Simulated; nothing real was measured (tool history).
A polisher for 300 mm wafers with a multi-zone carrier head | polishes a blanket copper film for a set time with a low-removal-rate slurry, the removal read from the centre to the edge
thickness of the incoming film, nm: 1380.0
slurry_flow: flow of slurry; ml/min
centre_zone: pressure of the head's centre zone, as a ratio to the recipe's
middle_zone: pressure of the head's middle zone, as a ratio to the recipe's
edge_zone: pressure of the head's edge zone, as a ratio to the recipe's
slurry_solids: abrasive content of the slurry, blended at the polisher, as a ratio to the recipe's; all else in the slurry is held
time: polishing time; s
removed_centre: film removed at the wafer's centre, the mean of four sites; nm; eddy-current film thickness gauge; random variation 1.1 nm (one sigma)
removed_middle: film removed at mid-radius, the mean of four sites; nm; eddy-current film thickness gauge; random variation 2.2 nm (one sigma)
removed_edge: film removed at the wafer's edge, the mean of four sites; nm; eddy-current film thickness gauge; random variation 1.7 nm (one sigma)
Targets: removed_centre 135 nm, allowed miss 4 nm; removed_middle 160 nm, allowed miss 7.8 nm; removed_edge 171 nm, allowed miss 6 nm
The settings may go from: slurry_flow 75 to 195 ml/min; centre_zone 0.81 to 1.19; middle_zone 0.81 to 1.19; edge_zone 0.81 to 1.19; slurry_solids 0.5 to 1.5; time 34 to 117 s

| run | day | slurry_flow | centre_zone | middle_zone | edge_zone | slurry_solids | time | removed_centre | removed_middle | removed_edge |
|---|---|---|---|---|---|---|---|---|---|---|
| 1 | 0 | 125 | 1 | 1 | 1 | 1 | 75 | 212.25 | 215.94 | 208.39 |
| 2 | 0.021 | 125 | 1 | 1 | 1.08 | 1 | 75 | 212.6 | 219.98 | 216.93 |
| 3 | 0.346 | 125 | 1 | 1 | 1.13 | 1 | 75 | 214.21 | 213.76 | 224 |
| 4 | 0.396 | 110 | 1 | 1 | 1.13 | 1 | 75 | 205.08 | 204.43 | 217.63 |
| 5 | 0.558 | 105 | 0.96 | 1 | 1.11 | 0.9 | 74 | 188.22 | 202.5 | 206.09 |
| 6 | 0.617 | 125 | 0.96 | 1 | 1.11 | 0.9 | 74 | 194.62 | 207.5 | 214.04 |
| 7 | 0.746 | 115 | 0.93 | 0.98 | 1.09 | 0.8 | 73 | 177.9 | 188.95 | 201.88 |
| 8 | 0.788 | 110 | 0.91 | 0.98 | 1.07 | 0.75 | 73 | 168.89 | 185.28 | 195.24 |
| 9 | 0.892 | 80 | 0.81 | 0.92 | 0.99 | 0.55 | 72 | 121.61 | 149.31 | 161.38 |
| 10 | 1.192 | 85 | 0.81 | 0.92 | 0.99 | 0.55 | 72 | 126.91 | 154.41 | 165.75 |
| 11 | 1.488 | 90 | 0.81 | 0.92 | 0.99 | 0.55 | 72 | 129.29 | 154.24 | 166.06 |
| 12 | 1.775 | 105 | 0.82 | 0.94 | 1.01 | 0.55 | 72 | 138.96 | 167.28 | 178.22 |

Which of these 4 next moves meets every target?
| A | 2.062 | 75 | 0.83 | 0.98 | 1.11 | 0.55 | 82 | ? | ? | ? |
| B | 2.062 | 95 | 0.83 | 0.94 | 1.07 | 0.7 | 74 | ? | ? | ? |
| C | 2.062 | 95 | 0.82 | 0.93 | 1.02 | 0.5 | 74 | ? | ? | ? |
| D | 2.062 | 100 | 0.82 | 0.96 | 1.06 | 0.65 | 74 | ? | ? | ? |

| move | removed_centre | removed_middle | removed_edge |
|---|---|---|---|
| A | 139.82 | 175.6 | 193.77 |
| B | 147.74 | 177.33 | 191.34 |
| C | 136.71 | 164.92 | 175.09 |
| D | 146.72 | 180.39 | 189.8 |
A: further off than the last run
B: further off than the last run
C: meets every target
D: further off than the last run
The right move is C.
